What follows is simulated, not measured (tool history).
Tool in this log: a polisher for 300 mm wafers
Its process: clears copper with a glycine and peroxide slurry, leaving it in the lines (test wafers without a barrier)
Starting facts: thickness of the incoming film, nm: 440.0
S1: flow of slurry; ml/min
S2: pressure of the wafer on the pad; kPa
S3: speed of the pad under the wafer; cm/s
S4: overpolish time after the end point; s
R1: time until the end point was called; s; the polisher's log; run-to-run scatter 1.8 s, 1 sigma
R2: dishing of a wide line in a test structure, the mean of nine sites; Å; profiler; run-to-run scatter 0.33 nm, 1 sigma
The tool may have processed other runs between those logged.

run 1 day=0 | S1=145 S2=22.8 S3=78 S4=14 | R1=99.001 R2=377.53
run 2 day=0.138 | S1=145 S2=17.9 S3=78 S4=14 | R1=112.94 R2=332.14
run 3 day=0.4 | S1=135 S2=15.9 S3=88 S4=11 | R1=112.32 R2=292.74
run 4 day=0.65 | S1=135 S2=11 S3=88 S4=11 | R1=125.77 R2=241.88
run 5 day=0.925 | S1=135 S2=11 S3=82 S4=11 | R1=130.84 R2=245.27
run 6 day=1.162 | S1=135 S2=13.8 S3=82 S4=11 | R1=122.53 R2=252

Run 7 has not been measured yet. What should we expect?
run 7 day=1.288 | S1=160 S2=16.5 S3=74 S4=9 | R1=? R2=?

Run 7 gave R1 120.93 s, R2 225.8 Å.
